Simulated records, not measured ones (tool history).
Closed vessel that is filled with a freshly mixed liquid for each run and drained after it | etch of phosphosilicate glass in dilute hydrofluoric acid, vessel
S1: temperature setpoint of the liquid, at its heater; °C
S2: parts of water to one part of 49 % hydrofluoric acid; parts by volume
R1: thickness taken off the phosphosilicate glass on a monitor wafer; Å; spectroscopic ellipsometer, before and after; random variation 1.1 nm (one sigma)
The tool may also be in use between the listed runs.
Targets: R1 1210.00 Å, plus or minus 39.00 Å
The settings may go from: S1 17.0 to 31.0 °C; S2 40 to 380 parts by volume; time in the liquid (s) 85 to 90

Run 1, hour 0.0: S1 23.0 °C, S2 210 parts by volume, time in the liquid (s) 85. Result: R1 597.02 Å.
Run 2, hour 2.7: S1 23.0 °C, S2 270 parts by volume, time in the liquid (s) 85. Result: R1 434.34 Å.
Run 3, hour 8.4: S1 25.5 °C, S2 270 parts by volume, time in the liquid (s) 85. Result: R1 475.41 Å.
Run 4, hour 14.4: S1 25.5 °C, S2 310 parts by volume, time in the liquid (s) 85. Result: R1 393.73 Å.
Run 5, hour 17.4: S1 26.5 °C, S2 265 parts by volume, time in the liquid (s) 85. Result: R1 504.78 Å.
Run 6, hour 18.1: S1 30.0 °C, S2 265 parts by volume, time in the liquid (s) 85. Result: R1 570.29 Å.
Run 7, hour 25.2: S1 30.0 °C, S2 230 parts by volume, time in the liquid (s) 85. Result: R1 674.63 Å.
Run 8, hour 32.2: S1 30.0 °C, S2 205 parts by volume, time in the liquid (s) 85. Result: R1 790.63 Å.
Run 9, hour 39.3: S1 30.0 °C, S2 185 parts by volume, time in the liquid (s) 85. Result: R1 895.74 Å.
Run 10, hour 40.9: S1 30.0 °C, S2 175 parts by volume, time in the liquid (s) 85. Result: R1 971.30 Å.
Run 11, hour 49.4: S1 30.0 °C, S2 165 parts by volume, time in the liquid (s) 85. Result: R1 1025.90 Å.
Run 12, hour 51.9: S1 30.0 °C, S2 160 parts by volume, time in the liquid (s) 85. Result: R1 1067.80 Å.

Exercise: of the 4 proposed moves below, exactly one satisfies all targets within the stated allowed misses. Which move is it?
Run A, hour 54.4: S1 29.0 °C, S2 180 parts by volume, time in the liquid (s) 90. Result: R1 ?.
Run B, hour 54.4: S1 27.5 °C, S2 160 parts by volume, time in the liquid (s) 85. Result: R1 ?.
Run C, hour 54.4: S1 30.5 °C, S2 155 parts by volume, time in the liquid (s) 85. Result: R1 ?.
Run D, hour 54.4: S1 29.0 °C, S2 140 parts by volume, time in the liquid (s) 85. Result: R1 ?.

move       R1
   A   955.39
   B   985.56
   C  1141.00
   D  1220.30
A: its largest miss is bigger than the last run's
B: its largest miss is bigger than the last run's
C: an improvement on the last run, though not all results are within tolerance
D: meets every target
So the answer is move D, the one that meets all the targets.
